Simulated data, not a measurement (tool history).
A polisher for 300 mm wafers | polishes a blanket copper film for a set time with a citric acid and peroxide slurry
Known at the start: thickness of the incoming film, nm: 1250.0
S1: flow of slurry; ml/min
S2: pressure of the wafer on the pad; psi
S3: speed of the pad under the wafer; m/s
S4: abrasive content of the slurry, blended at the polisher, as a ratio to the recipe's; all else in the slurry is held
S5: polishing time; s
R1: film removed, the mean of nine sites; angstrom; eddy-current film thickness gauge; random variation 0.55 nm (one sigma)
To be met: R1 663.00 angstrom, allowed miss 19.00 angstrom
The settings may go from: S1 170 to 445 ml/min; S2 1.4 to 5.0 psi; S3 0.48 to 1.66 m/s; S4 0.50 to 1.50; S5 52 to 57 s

Run 1, day 0.000: S1 285 ml/min, S2 3.2 psi, S3 1.06 m/s, S4 1.00, S5 57 s. Result: R1 1420.60 angstrom.
Run 2, day 0.075: S1 285 ml/min, S2 3.2 psi, S3 1.06 m/s, S4 1.10, S5 57 s. Result: R1 1456.50 angstrom.
Run 3, day 0.400: S1 285 ml/min, S2 3.0 psi, S3 1.02 m/s, S4 1.10, S5 57 s. Result: R1 1329.00 angstrom.
Run 4, day 0.721: S1 285 ml/min, S2 2.8 psi, S3 0.98 m/s, S4 1.10, S5 57 s. Result: R1 1210.50 angstrom.
Run 5, day 1.000: S1 285 ml/min, S2 2.6 psi, S3 0.96 m/s, S4 1.10, S5 57 s. Result: R1 1086.90 angstrom.
Run 6, day 1.150: S1 285 ml/min, S2 2.4 psi, S3 0.94 m/s, S4 1.10, S5 57 s. Result: R1 1013.50 angstrom.
Run 7, day 1.267: S1 285 ml/min, S2 2.3 psi, S3 0.92 m/s, S4 1.10, S5 57 s. Result: R1 945.57 angstrom.
Run 8, day 1.396: S1 285 ml/min, S2 2.2 psi, S3 0.92 m/s, S4 1.10, S5 57 s. Result: R1 923.75 angstrom.
Run 9, day 1.517: S1 280 ml/min, S2 1.4 psi, S3 0.80 m/s, S4 1.10, S5 57 s. Result: R1 543.62 angstrom.
Run 10, day 1.625: S1 290 ml/min, S2 1.4 psi, S3 0.80 m/s, S4 1.10, S5 57 s. Result: R1 547.87 angstrom.
Run 11, day 1.804: S1 290 ml/min, S2 1.4 psi, S3 0.80 m/s, S4 1.10, S5 57 s. Result: R1 542.27 angstrom.
Run 12, day 2.171: S1 290 ml/min, S2 1.5 psi, S3 0.80 m/s, S4 1.10, S5 57 s. Result: R1 573.50 angstrom.

Which of these 4 next moves meets every target?
Run A, day 2.538: S1 265 ml/min, S2 1.7 psi, S3 0.76 m/s, S4 0.95, S5 52 s. Result: R1 ?.
Run B, day 2.538: S1 290 ml/min, S2 2.1 psi, S3 0.76 m/s, S4 1.00, S5 54 s. Result: R1 ?.
Run C, day 2.538: S1 310 ml/min, S2 1.7 psi, S3 0.84 m/s, S4 1.05, S5 56 s. Result: R1 ?.
Run D, day 2.538: S1 300 ml/min, S2 1.6 psi, S3 0.74 m/s, S4 1.10, S5 53 s. Result: R1 ?.

move      R1
   A  546.16
   B  702.22
   C  656.04
   D  538.94
A: further off than the last run
B: takes the result that was furthest off past its target
C: meets every target
D: further off than the last run
Move C is the one to make.

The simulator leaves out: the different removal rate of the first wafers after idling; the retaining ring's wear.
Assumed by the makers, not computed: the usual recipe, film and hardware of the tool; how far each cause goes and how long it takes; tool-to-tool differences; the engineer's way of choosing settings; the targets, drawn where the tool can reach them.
